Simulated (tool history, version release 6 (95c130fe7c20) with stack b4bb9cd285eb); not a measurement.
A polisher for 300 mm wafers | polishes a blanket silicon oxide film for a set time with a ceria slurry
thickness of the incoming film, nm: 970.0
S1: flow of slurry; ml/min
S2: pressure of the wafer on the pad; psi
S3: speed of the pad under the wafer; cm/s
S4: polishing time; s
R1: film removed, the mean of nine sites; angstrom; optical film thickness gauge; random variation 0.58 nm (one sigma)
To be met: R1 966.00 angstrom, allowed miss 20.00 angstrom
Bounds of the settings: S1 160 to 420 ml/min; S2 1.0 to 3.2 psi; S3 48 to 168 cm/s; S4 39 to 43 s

Run 1, hour 0.0: S1 270 ml/min, S2 2.1 psi, S3 108 cm/s, S4 43 s. Result: R1 1541.60 angstrom.
Run 2, hour 7.0: S1 270 ml/min, S2 2.1 psi, S3 122 cm/s, S4 43 s. Result: R1 1725.20 angstrom.
Run 3, hour 9.7: S1 270 ml/min, S2 2.1 psi, S3 122 cm/s, S4 39 s. Result: R1 1561.60 angstrom.
Run 4, hour 16.3: S1 320 ml/min, S2 2.1 psi, S3 122 cm/s, S4 39 s. Result: R1 1586.90 angstrom.
Run 5, hour 23.9: S1 320 ml/min, S2 2.5 psi, S3 122 cm/s, S4 39 s. Result: R1 1852.40 angstrom.
Run 6, hour 25.6: S1 320 ml/min, S2 2.5 psi, S3 104 cm/s, S4 39 s. Result: R1 1596.80 angstrom.
Run 7, hour 26.2: S1 320 ml/min, S2 2.2 psi, S3 104 cm/s, S4 39 s. Result: R1 1410.00 angstrom.
Run 8, hour 29.9: S1 320 ml/min, S2 2.0 psi, S3 104 cm/s, S4 39 s. Result: R1 1279.60 angstrom.
Run 9, hour 38.7: S1 320 ml/min, S2 1.8 psi, S3 104 cm/s, S4 39 s. Result: R1 1176.10 angstrom.
Run 10, hour 42.8: S1 320 ml/min, S2 1.7 psi, S3 104 cm/s, S4 39 s. Result: R1 1094.60 angstrom.
Run 11, hour 44.0: S1 320 ml/min, S2 1.6 psi, S3 104 cm/s, S4 39 s. Result: R1 1034.40 angstrom.

4 next moves are on the table. One of them brings every result within its allowed miss. Which?
Run A, hour 45.2: S1 310 ml/min, S2 1.5 psi, S3 102 cm/s, S4 42 s. Result: R1 ?.
Run B, hour 45.2: S1 225 ml/min, S2 1.4 psi, S3 106 cm/s, S4 43 s. Result: R1 ?.
Run C, hour 45.2: S1 355 ml/min, S2 1.4 psi, S3 108 cm/s, S4 41 s. Result: R1 ?.
Run D, hour 45.2: S1 330 ml/min, S2 1.4 psi, S3 104 cm/s, S4 41 s. Result: R1 ?.

move       R1
   A  1025.50
   B   994.80
   C   999.75
   D   959.09
A: nearer than the last run, and not there yet
B: nearer than the last run, and not there yet
C: nearer than the last run, and not there yet
D: meets every target
The right move is D.

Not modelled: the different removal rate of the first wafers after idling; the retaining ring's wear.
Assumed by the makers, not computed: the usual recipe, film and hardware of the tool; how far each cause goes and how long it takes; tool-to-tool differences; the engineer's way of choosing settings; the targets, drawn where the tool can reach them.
